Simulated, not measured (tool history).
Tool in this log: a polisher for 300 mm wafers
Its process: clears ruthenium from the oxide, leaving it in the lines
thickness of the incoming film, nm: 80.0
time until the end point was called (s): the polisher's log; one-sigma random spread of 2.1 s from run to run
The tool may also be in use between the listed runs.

run	hour	flow of slurry (ml/min)	pressure of the wafer on the pad (kPa)	speed of the pad under the wafer (cm/s)	overpolish time after the end point (s)	time until the end point was called (s)
1	0.0	145	10.3	102	3	103.880
2	7.5	145	10.3	86	3	120.090
3	15.0	145	11.7	86	3	108.200
4	20.9	145	11.7	102	3	90.979
5	24.9	145	10.3	100	3	106.000
6	27.2	145	9.7	100	3	110.310
7	30.0	140	6.9	96	3	162.170
8	31.5	145	6.9	96	3	155.600

Forecast run 9:
9	36.3	150	6.9	96	3	?

Logged for run 9: time until the end point was called (s) 155.350.
